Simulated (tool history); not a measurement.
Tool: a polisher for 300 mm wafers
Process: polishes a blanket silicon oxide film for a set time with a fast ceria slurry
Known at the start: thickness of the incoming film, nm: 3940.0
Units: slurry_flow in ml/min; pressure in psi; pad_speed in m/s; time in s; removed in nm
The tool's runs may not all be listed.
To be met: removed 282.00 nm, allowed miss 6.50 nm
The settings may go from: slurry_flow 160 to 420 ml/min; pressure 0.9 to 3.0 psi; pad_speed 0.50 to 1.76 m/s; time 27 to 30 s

{"run": 1, "hour": 0.0, "slurry_flow": 270, "pressure": 1.9, "pad_speed": 1.12, "time": 30, "removed": 372.56}
{"run": 2, "hour": 3.9, "slurry_flow": 265, "pressure": 1.8, "pad_speed": 1.12, "time": 30, "removed": 357.65}
{"run": 3, "hour": 8.4, "slurry_flow": 265, "pressure": 1.7, "pad_speed": 1.12, "time": 30, "removed": 334.12}
{"run": 4, "hour": 13.6, "slurry_flow": 265, "pressure": 1.7, "pad_speed": 1.4, "time": 30, "removed": 421.5}
{"run": 5, "hour": 17.7, "slurry_flow": 265, "pressure": 2.1, "pad_speed": 1.4, "time": 30, "removed": 520.95}
{"run": 6, "hour": 21.4, "slurry_flow": 205, "pressure": 2.1, "pad_speed": 1.4, "time": 30, "removed": 489.75}
{"run": 7, "hour": 22.3, "slurry_flow": 195, "pressure": 1.9, "pad_speed": 1.4, "time": 30, "removed": 444.86}
{"run": 8, "hour": 26.1, "slurry_flow": 190, "pressure": 1.7, "pad_speed": 1.4, "time": 30, "removed": 396.34}
{"run": 9, "hour": 27.5, "slurry_flow": 185, "pressure": 1.5, "pad_speed": 1.4, "time": 30, "removed": 354.98}
{"run": 10, "hour": 35.0, "slurry_flow": 180, "pressure": 1.4, "pad_speed": 1.4, "time": 30, "removed": 330.01}
{"run": 11, "hour": 41.5, "slurry_flow": 175, "pressure": 1.3, "pad_speed": 1.4, "time": 30, "removed": 301.23}

Which of these 4 next moves meets every target?
{"run": "A", "hour": 48.0, "slurry_flow": 175, "pressure": 1.3, "pad_speed": 1.52, "time": 30, "removed": "?"}
{"run": "B", "hour": 48.0, "slurry_flow": 190, "pressure": 1.2, "pad_speed": 1.52, "time": 30, "removed": "?"}
{"run": "C", "hour": 48.0, "slurry_flow": 165, "pressure": 1.3, "pad_speed": 1.32, "time": 30, "removed": "?"}
{"run": "D", "hour": 48.0, "slurry_flow": 160, "pressure": 1.4, "pad_speed": 1.44, "time": 29, "removed": "?"}

move=A removed=328.20
move=B removed=308.47
move=C removed=282.76
move=D removed=317.46
A: further off than the last run
B: further off than the last run
C: meets every target
D: further off than the last run
The right move is C.
